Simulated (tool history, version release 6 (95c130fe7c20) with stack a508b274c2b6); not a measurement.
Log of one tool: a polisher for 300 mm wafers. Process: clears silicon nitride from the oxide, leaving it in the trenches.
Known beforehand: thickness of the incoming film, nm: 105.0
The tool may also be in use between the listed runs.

run	day	flow of slurry (ml/min)	pressure of the wafer on the pad (psi)	speed of the pad under the wafer (cm/s)	overpolish time after the end point (s)	time until the end point was called (s)
1	0	160	3.1	124	3	77.493
2	0.058	160	3	124	3	79.39
3	0.133	160	3.4	124	3	73.568
4	0.404	160	2.8	124	3	82.825
5	0.512	140	2.8	124	3	85.598
6	0.846	140	2.8	136	3	79.495
7	0.871	135	2.7	136	3	81.493
8	0.962	130	2.6	136	3	82.976

Run 9, settings as shown, results not yet in. Your forecast:
9	1.288	130	2.5	136	3	?

Logged for run 9: time until the end point was called (s) 86.811.
